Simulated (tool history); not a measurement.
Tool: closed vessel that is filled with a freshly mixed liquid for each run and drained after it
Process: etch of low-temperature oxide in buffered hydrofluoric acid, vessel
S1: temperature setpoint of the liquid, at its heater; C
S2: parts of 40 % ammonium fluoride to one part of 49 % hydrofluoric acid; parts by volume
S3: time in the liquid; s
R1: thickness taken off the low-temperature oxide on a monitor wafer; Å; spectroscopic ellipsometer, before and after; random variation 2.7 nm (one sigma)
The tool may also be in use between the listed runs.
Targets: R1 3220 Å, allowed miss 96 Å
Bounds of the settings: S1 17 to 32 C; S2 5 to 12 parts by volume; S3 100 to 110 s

| run | hour | S1 | S2 | S3 | R1 |
|---|---|---|---|---|---|
| 1 | 0 | 24 | 7 | 100 | 4236.3 |
| 2 | 2 | 24 | 7 | 100 | 4212.2 |
| 3 | 10.1 | 23 | 7 | 100 | 4015.1 |
| 4 | 15 | 22 | 7 | 100 | 3834.9 |
| 5 | 19 | 19.5 | 7 | 100 | 3367.9 |
| 6 | 21.2 | 19.5 | 8.5 | 100 | 2782.1 |
| 7 | 29 | 20 | 8.5 | 100 | 2888.7 |
| 8 | 34.1 | 20.5 | 8.5 | 100 | 2955.8 |
| 9 | 41.8 | 20.5 | 8.5 | 100 | 2983.6 |
|  | 50.2 | hydrofluoric acid flow meter replaced |
| 10 | 50.2 | 21 | 8.5 | 100 | 3351 |

Which of these 4 next moves meets every target?
| A | 58.6 | 20.5 | 9 | 100 | ? |
| B | 58.6 | 20 | 9.5 | 110 | ? |
| C | 58.6 | 21 | 11 | 110 | ? |
| D | 58.6 | 21.5 | 10.5 | 105 | ? |

| move | R1 |
|---|---|
| A | 3086.7 |
| B | 3191.4 |
| C | 2977.5 |
| D | 3057.7 |
A: takes the result that was furthest off past its target
B: meets every target
C: takes the result that was furthest off past its target
D: takes the result that was furthest off past its target
The right move is B.
